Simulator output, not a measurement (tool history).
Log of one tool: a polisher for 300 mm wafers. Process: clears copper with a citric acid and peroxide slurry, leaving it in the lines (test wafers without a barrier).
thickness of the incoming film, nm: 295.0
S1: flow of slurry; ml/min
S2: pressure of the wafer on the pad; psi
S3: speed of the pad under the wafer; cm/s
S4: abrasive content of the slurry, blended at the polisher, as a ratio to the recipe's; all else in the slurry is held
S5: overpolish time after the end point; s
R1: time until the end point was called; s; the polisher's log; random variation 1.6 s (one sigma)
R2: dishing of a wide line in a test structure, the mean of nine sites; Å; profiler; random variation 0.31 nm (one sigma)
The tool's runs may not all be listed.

{"run": 1, "day": 0.0, "S1": 175, "S2": 2.9, "S3": 90, "S4": 1, "S5": 15, "R1": 192.69, "R2": 167.35}
{"run": 2, "day": 0.192, "S1": 175, "S2": 3, "S3": 90, "S4": 1, "S5": 16, "R1": 184.4, "R2": 179.09}
{"run": 3, "day": 0.533, "S1": 175, "S2": 3.6, "S3": 90, "S4": 1, "S5": 16, "R1": 158.14, "R2": 210.54}
{"run": 4, "day": 0.712, "S1": 175, "S2": 4, "S3": 90, "S4": 1, "S5": 16, "R1": 143.7, "R2": 220.97}
{"run": 5, "day": 0.804, "S1": 150, "S2": 4, "S3": 90, "S4": 1, "S5": 16, "R1": 151.68, "R2": 217.7}
{"run": 6, "day": 0.95, "S1": 145, "S2": 4, "S3": 90, "S4": 1, "S5": 17, "R1": 152.84, "R2": 224.66}
{"day": 1.171, "done": "slurry nozzle cleaned"}
{"run": 7, "day": 1.171, "S1": 140, "S2": 4, "S3": 90, "S4": 1, "S5": 17, "R1": 133.5, "R2": 246.22}

The next listed run, before its measurement:
{"run": 8, "day": 1.504, "S1": 190, "S2": 3.9, "S3": 90, "S4": 1, "S5": 20, "R1": "?", "R2": "?"}

{"run 8": {"R1": 130.08, "R2": 294.89}}
